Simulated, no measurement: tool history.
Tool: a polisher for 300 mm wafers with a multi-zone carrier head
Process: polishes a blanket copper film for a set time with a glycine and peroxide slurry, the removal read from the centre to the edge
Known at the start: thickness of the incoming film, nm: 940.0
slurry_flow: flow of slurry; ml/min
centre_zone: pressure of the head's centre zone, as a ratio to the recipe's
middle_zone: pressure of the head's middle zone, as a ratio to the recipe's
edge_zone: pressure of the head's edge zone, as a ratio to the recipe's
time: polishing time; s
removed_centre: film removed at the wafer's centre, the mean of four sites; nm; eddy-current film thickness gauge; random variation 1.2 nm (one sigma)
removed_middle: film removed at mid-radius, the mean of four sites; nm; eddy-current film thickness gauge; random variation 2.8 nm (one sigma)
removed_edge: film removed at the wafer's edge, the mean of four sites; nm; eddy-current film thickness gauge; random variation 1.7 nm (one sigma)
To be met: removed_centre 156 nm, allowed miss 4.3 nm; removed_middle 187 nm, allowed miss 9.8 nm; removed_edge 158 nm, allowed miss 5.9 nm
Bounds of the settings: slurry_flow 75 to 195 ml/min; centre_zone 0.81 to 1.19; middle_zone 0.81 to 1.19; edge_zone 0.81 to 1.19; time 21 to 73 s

run    day  slurry_flow  centre_zone  middle_zone  edge_zone  time  removed_centre  removed_middle  removed_edge
  1      0          125            1            1          1    47          216.82          215.61        204.26
  2  0.217          120         0.97         1.01       0.97    45          199.27          204.36           194
  3  0.488          115         0.96         1.04       0.94    43          187.72           205.6        181.62
  4  0.712          100         0.96         1.04       0.94    43          180.73          194.84        173.97
  5      1           95         0.94         1.05       0.93    43           174.7          190.95        174.17
  6   1.25           90         0.93         1.06       0.91    43          168.52          194.69        169.77
  7   1.35           85         0.93         1.06        0.9    43           165.7          184.86        169.18
     1.425  -- edge zone pressure recalibrated
  8  1.425           85         0.93         1.07       0.89    43          165.27          187.57        174.91
  9  1.796          120         0.98         1.17       0.81    34          155.28          176.28        139.29
 10  1.983          120         0.97         1.16       0.85    34          152.62          177.45        140.55
 11  2.321          120         0.96         1.14       0.88    35          155.22          182.55        148.23
 12  2.558          120         0.95         1.13        0.9    35             155          181.03        152.37
 13  2.825          125         0.94         1.13       0.91    35          152.96          182.07        151.73
 14  3.158          125         0.94         1.13       0.91    35          155.56          182.87        151.42
 15  3.246          125         0.94         1.13       0.92    35          152.75          187.17        153.46
 16  3.421          125         0.94         1.13       0.92    35          153.73          181.68        152.63

4 next moves are on the table. One of them brings every result within its allowed miss. Which?
  A  3.596          115         0.91         1.07        0.9    36               ?               ?             ?
  B  3.596          100         0.94         1.14       0.97    36               ?               ?             ?
  C  3.596          105         0.85         1.13       0.92    38               ?               ?             ?
  D  3.596          115         0.91         1.11       0.89    38               ?               ?             ?

move  removed_centre  removed_middle  removed_edge
   A          149.87          174.71        152.11
   B          148.43          177.68           153
   C          143.77          188.78        159.32
   D          158.24           190.3        159.72
A: brings the result that was furthest off to its target, and leaves another outside
B: brings the result that was furthest off to its target, and leaves another outside
C: brings the result that was furthest off to its target, and leaves another outside
D: meets every target
Answer: D

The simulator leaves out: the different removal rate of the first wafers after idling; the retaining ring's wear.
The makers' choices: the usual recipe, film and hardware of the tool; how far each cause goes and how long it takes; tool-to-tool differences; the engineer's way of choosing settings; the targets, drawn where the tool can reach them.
